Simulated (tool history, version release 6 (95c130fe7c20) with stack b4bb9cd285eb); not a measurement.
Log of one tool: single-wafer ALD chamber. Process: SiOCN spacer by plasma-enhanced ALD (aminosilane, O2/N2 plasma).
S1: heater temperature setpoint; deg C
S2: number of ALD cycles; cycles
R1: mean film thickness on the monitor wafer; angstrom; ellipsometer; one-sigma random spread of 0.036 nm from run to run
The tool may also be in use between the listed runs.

run 1 hour=0.0 | S1=420 S2=96 | R1=59.001
run 2 hour=2.2 | S1=411 S2=96 | R1=60.513
run 3 hour=6.9 | S1=409 S2=100 | R1=63.444
run 4 hour=9.5 | S1=409 S2=105 | R1=66.010
-- hour=15.8 thermocouple changed; heater temperature recalibrated
run 5 hour=15.8 | S1=407 S2=108 | R1=67.123
run 6 hour=20.7 | S1=400 S2=108 | R1=68.358

Estimate the outcome of run 7 from the log above:
run 7 hour=28.4 | S1=400 S2=111 | R1=?

Run 7 gave R1 70.988 angstrom.
